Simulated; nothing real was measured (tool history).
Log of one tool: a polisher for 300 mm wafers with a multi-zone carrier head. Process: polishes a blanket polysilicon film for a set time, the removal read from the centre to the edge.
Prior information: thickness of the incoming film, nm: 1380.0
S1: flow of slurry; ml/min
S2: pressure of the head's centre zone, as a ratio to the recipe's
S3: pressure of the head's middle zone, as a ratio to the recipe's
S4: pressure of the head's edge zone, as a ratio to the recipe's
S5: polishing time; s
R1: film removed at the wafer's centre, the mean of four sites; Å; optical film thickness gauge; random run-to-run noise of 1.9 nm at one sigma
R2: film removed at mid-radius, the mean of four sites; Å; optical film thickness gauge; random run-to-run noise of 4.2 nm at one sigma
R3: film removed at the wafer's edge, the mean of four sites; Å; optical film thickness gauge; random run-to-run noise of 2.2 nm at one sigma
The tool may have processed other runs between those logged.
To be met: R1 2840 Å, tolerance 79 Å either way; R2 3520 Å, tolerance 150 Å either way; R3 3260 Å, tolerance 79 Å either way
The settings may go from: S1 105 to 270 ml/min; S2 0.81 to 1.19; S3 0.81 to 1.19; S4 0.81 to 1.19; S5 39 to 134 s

{"run": 1, "hour": 0.0, "S1": 175, "S2": 1, "S3": 1, "S4": 1, "S5": 86, "R1": 3502.3, "R2": 3590, "R3": 3573.8}
{"run": 2, "hour": 7.3, "S1": 170, "S2": 0.98, "S3": 1.01, "S4": 0.99, "S5": 86, "R1": 3471.6, "R2": 3558.8, "R3": 3506.4}
{"run": 3, "hour": 11.2, "S1": 170, "S2": 0.98, "S3": 1.01, "S4": 0.99, "S5": 65, "R1": 2604.3, "R2": 2651.6, "R3": 2658.3}
{"run": 4, "hour": 18.0, "S1": 180, "S2": 0.98, "S3": 1.03, "S4": 1.01, "S5": 66, "R1": 2700.3, "R2": 2731.8, "R3": 2781.7}
{"run": 5, "hour": 18.5, "S1": 180, "S2": 0.96, "S3": 1.05, "S4": 1.01, "S5": 67, "R1": 2647.3, "R2": 2945.2, "R3": 2824.2}
{"run": 6, "hour": 25.5, "S1": 180, "S2": 0.91, "S3": 1.05, "S4": 1.01, "S5": 67, "R1": 2524.1, "R2": 2899.5, "R3": 2795}
{"run": 7, "hour": 29.9, "S1": 185, "S2": 0.91, "S3": 1.06, "S4": 1.02, "S5": 67, "R1": 2550.4, "R2": 2917.1, "R3": 2844.1}
{"run": 8, "hour": 33.7, "S1": 190, "S2": 0.91, "S3": 1.07, "S4": 1.03, "S5": 67, "R1": 2548.5, "R2": 3029.3, "R3": 2843}
{"run": 9, "hour": 41.2, "S1": 195, "S2": 0.91, "S3": 1.07, "S4": 1.05, "S5": 67, "R1": 2566, "R2": 2933.1, "R3": 2873.3}
{"run": 10, "hour": 43.0, "S1": 200, "S2": 0.91, "S3": 1.08, "S4": 1.06, "S5": 68, "R1": 2616.9, "R2": 3013, "R3": 2953}
{"run": 11, "hour": 43.6, "S1": 205, "S2": 0.91, "S3": 1.09, "S4": 1.07, "S5": 68, "R1": 2646.6, "R2": 3124.5, "R3": 2941.9}
{"run": 12, "hour": 49.1, "S1": 240, "S2": 0.89, "S3": 1.1, "S4": 1.17, "S5": 73, "R1": 2834.2, "R2": 3427.3, "R3": 3379.6}
{"run": 13, "hour": 55.4, "S1": 240, "S2": 0.89, "S3": 1.1, "S4": 1.16, "S5": 73, "R1": 2826.7, "R2": 3463.7, "R3": 3399.3}
{"run": 14, "hour": 61.4, "S1": 240, "S2": 0.89, "S3": 1.1, "S4": 1.16, "S5": 73, "R1": 2818.9, "R2": 3441.6, "R3": 3359.8}

Exercise: of the 5 proposed moves below, exactly one satisfies all targets within the stated allowed misses. Which move is it?
{"run": "A", "hour": 67.4, "S1": 195, "S2": 0.87, "S3": 0.99, "S4": 1.17, "S5": 78, "R1": "?", "R2": "?", "R3": "?"}
{"run": "B", "hour": 67.4, "S1": 230, "S2": 0.95, "S3": 1.15, "S4": 1.07, "S5": 71, "R1": "?", "R2": "?", "R3": "?"}
{"run": "C", "hour": 67.4, "S1": 260, "S2": 0.89, "S3": 1.12, "S4": 1.09, "S5": 72, "R1": "?", "R2": "?", "R3": "?"}
{"run": "D", "hour": 67.4, "S1": 250, "S2": 0.84, "S3": 1.13, "S4": 1.13, "S5": 76, "R1": "?", "R2": "?", "R3": "?"}
{"run": "E", "hour": 67.4, "S1": 225, "S2": 0.85, "S3": 1.04, "S4": 1.17, "S5": 76, "R1": "?", "R2": "?", "R3": "?"}

move=A R1=2843.8 R2=3261 R3=3541
move=B R1=2908.3 R2=3453.5 R3=3128.2
move=C R1=2807.6 R2=3476.6 R3=3239.8
move=D R1=2781.6 R2=3681.6 R3=3470.4
move=E R1=2771.6 R2=3383.3 R3=3502.1
A: moves away from the targets compared with the last run
B: moves the result that the last run missed by most past its target, out the other side
C: in spec on every target
D: moves away from the targets compared with the last run
E: moves away from the targets compared with the last run
The right move is C.
